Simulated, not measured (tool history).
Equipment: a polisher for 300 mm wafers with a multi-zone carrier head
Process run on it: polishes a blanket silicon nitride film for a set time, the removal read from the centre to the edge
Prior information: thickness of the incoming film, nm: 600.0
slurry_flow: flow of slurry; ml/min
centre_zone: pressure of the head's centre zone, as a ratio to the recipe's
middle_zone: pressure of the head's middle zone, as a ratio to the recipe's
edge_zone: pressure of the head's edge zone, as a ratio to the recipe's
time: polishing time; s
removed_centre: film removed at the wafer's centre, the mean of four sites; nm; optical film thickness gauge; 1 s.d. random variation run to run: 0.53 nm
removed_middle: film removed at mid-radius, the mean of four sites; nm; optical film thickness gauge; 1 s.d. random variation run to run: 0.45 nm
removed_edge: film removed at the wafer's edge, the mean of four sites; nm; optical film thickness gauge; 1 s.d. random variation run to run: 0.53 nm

run,day,slurry_flow,centre_zone,middle_zone,edge_zone,time,removed_centre,removed_middle,removed_edge
1,0.000,155,1.00,1.00,1.00,31,54.370,56.237,54.768
2,0.204,150,1.00,0.95,0.98,28,48.571,47.494,50.465
3,0.512,150,1.00,0.99,0.98,28,47.987,49.317,49.672
4,0.738,150,1.00,0.99,0.95,28,48.089,49.448,48.538
5,1.017,150,1.03,0.99,0.95,28,50.368,49.370,47.465
6,1.246,150,1.03,0.99,1.02,28,49.921,49.299,49.672
7,1.312,140,1.04,0.97,1.00,26,47.271,43.507,45.610
8,1.412,130,1.03,0.96,0.98,25,43.181,41.329,42.316

Run 9, settings as shown, results not yet in. Your forecast:
9,1.650,120,1.03,0.94,0.98,25,?,?,?

{"run 9": {"removed_centre": 41.627, "removed_middle": 38.761, "removed_edge": 42.129}}
